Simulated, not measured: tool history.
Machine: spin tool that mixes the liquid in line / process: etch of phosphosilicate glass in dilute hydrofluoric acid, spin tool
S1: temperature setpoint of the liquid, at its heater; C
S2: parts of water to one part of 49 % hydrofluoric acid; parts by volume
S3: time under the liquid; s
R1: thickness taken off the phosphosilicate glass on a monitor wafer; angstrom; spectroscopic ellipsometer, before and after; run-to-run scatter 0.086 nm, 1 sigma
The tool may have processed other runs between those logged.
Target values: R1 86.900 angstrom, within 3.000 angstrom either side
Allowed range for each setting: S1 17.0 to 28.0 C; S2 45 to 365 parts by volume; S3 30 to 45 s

Run 1, hour 0.0: S1 20.0 C, S2 205 parts by volume, S3 45 s. Result: R1 151.290 angstrom.
Run 2, hour 8.4: S1 20.0 C, S2 250 parts by volume, S3 45 s. Result: R1 121.210 angstrom.
Run 3, hour 15.2: S1 19.0 C, S2 265 parts by volume, S3 45 s. Result: R1 106.890 angstrom.
Run 4, hour 18.6: S1 19.0 C, S2 210 parts by volume, S3 45 s. Result: R1 140.400 angstrom.
Run 5, hour 26.0: S1 19.0 C, S2 210 parts by volume, S3 45 s. Result: R1 145.300 angstrom.
Run 6, hour 33.3: S1 19.0 C, S2 210 parts by volume, S3 30 s. Result: R1 93.949 angstrom.
Run 7, hour 34.6: S1 18.5 C, S2 210 parts by volume, S3 30 s. Result: R1 93.633 angstrom.
Run 8, hour 38.4: S1 18.0 C, S2 210 parts by volume, S3 30 s. Result: R1 91.696 angstrom.

Of the 4 settings listed for the next run, only one would bring every result within its allowed miss of target. Which one?
Run A, hour 42.2: S1 22.5 C, S2 260 parts by volume, S3 35 s. Result: R1 ?.
Run B, hour 42.2: S1 18.0 C, S2 260 parts by volume, S3 40 s. Result: R1 ?.
Run C, hour 42.2: S1 18.0 C, S2 220 parts by volume, S3 30 s. Result: R1 ?.
Run D, hour 42.2: S1 17.0 C, S2 255 parts by volume, S3 35 s. Result: R1 ?.

move      R1
   A  96.352
   B  93.140
   C  85.584
   D  80.310
A: the biggest miss grows against the last run
B: the biggest miss grows against the last run
C: all results land within tolerance of their targets
D: carries the result that was furthest off beyond its target, to the other side
C meets every target.

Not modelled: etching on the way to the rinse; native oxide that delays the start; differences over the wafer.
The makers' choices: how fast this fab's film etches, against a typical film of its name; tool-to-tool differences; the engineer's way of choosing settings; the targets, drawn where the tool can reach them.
